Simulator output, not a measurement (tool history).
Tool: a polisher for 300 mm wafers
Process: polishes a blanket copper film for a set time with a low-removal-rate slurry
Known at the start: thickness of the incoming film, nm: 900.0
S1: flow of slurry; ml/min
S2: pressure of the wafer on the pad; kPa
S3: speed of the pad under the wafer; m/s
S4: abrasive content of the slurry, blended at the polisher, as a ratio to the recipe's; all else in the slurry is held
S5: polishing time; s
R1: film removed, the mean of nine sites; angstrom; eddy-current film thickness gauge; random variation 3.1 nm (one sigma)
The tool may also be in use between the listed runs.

{"run": 1, "day": 0.0, "S1": 310, "S2": 12.4, "S3": 1.26, "S4": 1.0, "S5": 74, "R1": 1984.4}
{"run": 2, "day": 0.104, "S1": 310, "S2": 13.8, "S3": 1.26, "S4": 1.0, "S5": 74, "R1": 2149.1}
{"run": 3, "day": 0.425, "S1": 310, "S2": 13.8, "S3": 1.26, "S4": 1.0, "S5": 74, "R1": 2147.4}
{"run": 4, "day": 0.604, "S1": 310, "S2": 15.2, "S3": 1.3, "S4": 1.0, "S5": 74, "R1": 2382.7}
{"run": 5, "day": 0.7, "S1": 310, "S2": 15.9, "S3": 1.34, "S4": 1.0, "S5": 74, "R1": 2558.3}
{"run": 6, "day": 0.946, "S1": 310, "S2": 16.5, "S3": 1.36, "S4": 1.0, "S5": 74, "R1": 2667.4}
{"run": 7, "day": 0.975, "S1": 310, "S2": 17.2, "S3": 1.4, "S4": 1.0, "S5": 74, "R1": 2830.1}

The next listed run, before its measurement:
{"run": 8, "day": 1.208, "S1": 310, "S2": 19.3, "S3": 1.48, "S4": 1.0, "S5": 74, "R1": "?"}

Run 8 gave R1 3241.9 angstrom.
